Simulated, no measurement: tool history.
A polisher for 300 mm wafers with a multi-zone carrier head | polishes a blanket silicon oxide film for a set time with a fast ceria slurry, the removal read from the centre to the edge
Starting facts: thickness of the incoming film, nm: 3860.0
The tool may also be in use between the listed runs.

run	day	flow of slurry (ml/min)	pressure of the head's centre zone	pressure of the head's middle zone	pressure of the head's edge zone	polishing time (s)	film removed at the wafer's centre (Å)	film removed at mid-radius (Å)	film removed at the wafer's edge (Å)
1	0.000	275	1.00	1.00	1.00	64	11163	11098.0	11360.0
2	0.246	275	1.00	1.08	1.00	64	11304	11863.0	11232.0
3	0.446	275	1.00	1.08	0.93	64	11542	11985.0	10966.0
4	0.788	270	1.01	1.03	0.93	61	10587	10848.0	10523.0
5	1.083	335	1.01	1.03	0.93	61	11125	11205.0	10348.0
6	1.121	330	1.02	0.99	0.93	59	10591	10505.0	10340.0
7	1.154	335	1.05	0.96	0.92	56	10314	9717.7	9575.4

Run 8 comes next. What will it give?
8	1.225	320	1.06	0.93	0.92	55	?	?	?

Run 8 came out at film removed at the wafer's centre (Å) 10250, film removed at mid-radius (Å) 9248.6, film removed at the wafer's edge (Å) 9678.5.

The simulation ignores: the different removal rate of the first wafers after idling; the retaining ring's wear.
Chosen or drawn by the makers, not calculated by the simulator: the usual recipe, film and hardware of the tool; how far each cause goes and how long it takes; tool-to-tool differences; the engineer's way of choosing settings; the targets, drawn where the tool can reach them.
